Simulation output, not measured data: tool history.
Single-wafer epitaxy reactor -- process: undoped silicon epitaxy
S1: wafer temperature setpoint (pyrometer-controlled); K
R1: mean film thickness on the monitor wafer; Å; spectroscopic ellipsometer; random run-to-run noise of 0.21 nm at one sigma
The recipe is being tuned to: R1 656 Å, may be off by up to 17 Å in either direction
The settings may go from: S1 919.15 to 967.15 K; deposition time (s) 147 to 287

{"run": 1, "day": 0.0, "S1": 943.15, "deposition time (s)": 217, "R1": 487.03}
{"run": 2, "day": 0.054, "S1": 938.15, "deposition time (s)": 217, "R1": 427.01}
{"run": 3, "day": 0.121, "S1": 943.15, "deposition time (s)": 217, "R1": 486.79}
{"run": 4, "day": 0.388, "S1": 936.15, "deposition time (s)": 217, "R1": 408.02}
{"run": 5, "day": 0.6, "S1": 941.15, "deposition time (s)": 218, "R1": 466.89}
{"run": 6, "day": 0.946, "S1": 931.15, "deposition time (s)": 218, "R1": 362.81}
{"run": 7, "day": 0.988, "S1": 937.15, "deposition time (s)": 219, "R1": 420.53}
{"run": 8, "day": 1.154, "S1": 942.15, "deposition time (s)": 220, "R1": 479.19}
{"run": 9, "day": 1.467, "S1": 945.15, "deposition time (s)": 220, "R1": 514.58}
{"run": 10, "day": 1.721, "S1": 948.15, "deposition time (s)": 220, "R1": 555.97}
{"run": 11, "day": 1.983, "S1": 950.15, "deposition time (s)": 220, "R1": 581.39}
{"run": 12, "day": 2.008, "S1": 950.15, "deposition time (s)": 220, "R1": 582.4}
{"run": 13, "day": 2.062, "S1": 951.15, "deposition time (s)": 220, "R1": 594.81}
{"run": 14, "day": 2.138, "S1": 951.15, "deposition time (s)": 220, "R1": 593.16}
{"day": 2.258, "done": "pyrometer calibrated"}
{"run": 15, "day": 2.258, "S1": 952.15, "deposition time (s)": 220, "R1": 688.31}
{"run": 16, "day": 2.288, "S1": 952.15, "deposition time (s)": 220, "R1": 693.96}
{"run": 17, "day": 2.579, "S1": 951.15, "deposition time (s)": 220, "R1": 675.77}

Of the 4 settings listed for the next run, only one would bring every result within its allowed miss of target. Which one?
{"run": "A", "day": 2.871, "S1": 951.15, "deposition time (s)": 199, "R1": "?"}
{"run": "B", "day": 2.871, "S1": 952.15, "deposition time (s)": 221, "R1": "?"}
{"run": "C", "day": 2.871, "S1": 944.15, "deposition time (s)": 249, "R1": "?"}
{"run": "D", "day": 2.871, "S1": 950.15, "deposition time (s)": 208, "R1": "?"}

move=A R1=611.66
move=B R1=695.31
move=C R1=649.08
move=D R1=624.56
A: takes the biggest miss from the last run beyond its target
B: further off than the last run
C: all results land within tolerance of their targets
D: takes the biggest miss from the last run beyond its target
Move C is the one to make.
